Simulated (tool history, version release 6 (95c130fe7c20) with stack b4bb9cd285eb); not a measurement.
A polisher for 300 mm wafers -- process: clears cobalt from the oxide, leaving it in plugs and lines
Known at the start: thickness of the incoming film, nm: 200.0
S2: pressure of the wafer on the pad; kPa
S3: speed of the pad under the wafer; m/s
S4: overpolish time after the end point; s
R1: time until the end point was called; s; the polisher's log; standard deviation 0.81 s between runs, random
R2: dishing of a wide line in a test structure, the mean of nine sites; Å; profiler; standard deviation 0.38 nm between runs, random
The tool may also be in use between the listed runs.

run 1 hour=0 | flow_of_slurry_(ml/min)=130 S2=13.1 S3=0.94 S4=16 | R1=39.031 R2=503.12
run 2 hour=4.3 | flow_of_slurry_(ml/min)=130 S2=12.4 S3=0.94 S4=14 | R1=41.083 R2=430.17
run 3 hour=12.6 | flow_of_slurry_(ml/min)=130 S2=12.4 S3=0.74 S4=14 | R1=53.567 R2=380.41
run 4 hour=15.4 | flow_of_slurry_(ml/min)=120 S2=11 S3=0.84 S4=12 | R1=51.694 R2=339.8
run 5 hour=23.7 | flow_of_slurry_(ml/min)=120 S2=11 S3=1.04 S4=12 | R1=43.261 R2=406.76
run 6 hour=28.3 | flow_of_slurry_(ml/min)=120 S2=11 S3=0.84 S4=12 | R1=52.724 R2=332.37

Expected results for the next run?
run 7 hour=30.9 | flow_of_slurry_(ml/min)=110 S2=11 S3=0.86 S4=10 | R1=? R2=?

R1: 52.269 s
R2: 299.43 Å

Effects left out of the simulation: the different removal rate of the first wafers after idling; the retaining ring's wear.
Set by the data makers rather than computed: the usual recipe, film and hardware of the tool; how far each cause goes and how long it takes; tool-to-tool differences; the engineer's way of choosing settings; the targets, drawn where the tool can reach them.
